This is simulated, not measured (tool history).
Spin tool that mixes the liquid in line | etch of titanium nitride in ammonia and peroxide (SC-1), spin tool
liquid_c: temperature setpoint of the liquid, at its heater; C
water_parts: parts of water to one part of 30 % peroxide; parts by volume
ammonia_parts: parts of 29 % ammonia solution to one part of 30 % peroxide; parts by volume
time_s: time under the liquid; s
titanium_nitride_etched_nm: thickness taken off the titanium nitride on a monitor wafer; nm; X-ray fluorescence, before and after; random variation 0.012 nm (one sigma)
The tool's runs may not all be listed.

Run 1, day 0.000: liquid_c 52.0 C, water_parts 22.5 parts by volume, ammonia_parts 0.9 parts by volume, time_s 40 s. Result: titanium_nitride_etched_nm 1.6319 nm.
Run 2, day 0.362: liquid_c 51.5 C, water_parts 22.5 parts by volume, ammonia_parts 0.9 parts by volume, time_s 40 s. Result: titanium_nitride_etched_nm 1.6042 nm.
Run 3, day 0.567: liquid_c 51.0 C, water_parts 22.5 parts by volume, ammonia_parts 0.9 parts by volume, time_s 40 s. Result: titanium_nitride_etched_nm 1.5187 nm.
Run 4, day 0.846: liquid_c 50.5 C, water_parts 22.5 parts by volume, ammonia_parts 0.9 parts by volume, time_s 40 s. Result: titanium_nitride_etched_nm 1.4656 nm.
Run 5, day 1.146: liquid_c 55.0 C, water_parts 22.5 parts by volume, ammonia_parts 0.9 parts by volume, time_s 40 s. Result: titanium_nitride_etched_nm 2.0000 nm.
Run 6, day 1.296: liquid_c 54.0 C, water_parts 22.5 parts by volume, ammonia_parts 0.9 parts by volume, time_s 40 s. Result: titanium_nitride_etched_nm 1.8344 nm.
Run 7, day 1.454: liquid_c 53.0 C, water_parts 22.5 parts by volume, ammonia_parts 0.9 parts by volume, time_s 40 s. Result: titanium_nitride_etched_nm 1.7788 nm.

Forecast run 8:
Run 8, day 1.733: liquid_c 52.0 C, water_parts 22.5 parts by volume, ammonia_parts 0.9 parts by volume, time_s 40 s. Result: titanium_nitride_etched_nm ?.

Run 8 gave titanium_nitride_etched_nm 1.6378 nm.

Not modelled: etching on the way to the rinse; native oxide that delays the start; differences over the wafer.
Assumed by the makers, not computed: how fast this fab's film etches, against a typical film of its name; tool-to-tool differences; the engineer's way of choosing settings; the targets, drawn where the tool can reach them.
